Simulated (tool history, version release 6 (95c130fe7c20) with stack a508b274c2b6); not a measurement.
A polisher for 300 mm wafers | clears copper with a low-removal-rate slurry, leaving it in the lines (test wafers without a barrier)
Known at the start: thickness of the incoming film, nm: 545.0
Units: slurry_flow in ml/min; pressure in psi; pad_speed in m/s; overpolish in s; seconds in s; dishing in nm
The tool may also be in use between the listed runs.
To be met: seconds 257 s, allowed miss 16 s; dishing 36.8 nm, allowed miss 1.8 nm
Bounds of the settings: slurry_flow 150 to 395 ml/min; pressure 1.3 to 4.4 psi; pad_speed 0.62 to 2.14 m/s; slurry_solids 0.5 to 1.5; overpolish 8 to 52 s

run  hour  slurry_flow  pressure  pad_speed  slurry_solids  overpolish  seconds  dishing
  1     0          250       2.8       1.38              1          26   158.77   53.257
  2   1.6          250       2.5       1.36              1          26   178.84   49.343
  3   7.9          250       2.3       1.36              1          26   206.79   45.425
  4  16.3          250       2.3       1.36              1          31   203.27   53.782
  5  22.2          275       2.3       1.36              1          31   198.92   53.292
  6  27.5          275       2.3       1.36           1.15          31      184    53.93
  7  28.6          280       2.1       1.36           1.15          30      215   47.956
  8  30.7          280         2       1.36           1.15          29   225.78   45.081
  9  33.6          280       1.9       1.36           1.15          28   222.99    42.49
 10  35.5          280       1.8       1.36           1.15          28   247.31   40.821

5 next moves are on the table. One of them brings every result within its allowed miss. Which?
  A  37.4          380         2        1.1           1.25          26        ?        ?
  B  37.4          295       1.8       1.28            1.1          35        ?        ?
  C  37.4          290         2       1.24            1.1          31        ?        ?
  D  37.4          250       2.5       1.02           0.85          33        ?        ?
  E  37.4          280         2       1.24           0.95          28        ?        ?

move  seconds  dishing
   A   254.88   36.296
   B    256.4    45.18
   C   239.44   43.815
   D   251.64   45.027
   E   248.74   39.284
A: meets every target
B: further off than the last run
C: further off than the last run
D: further off than the last run
E: nearer than the last run, and not there yet
Move A is the one to make.
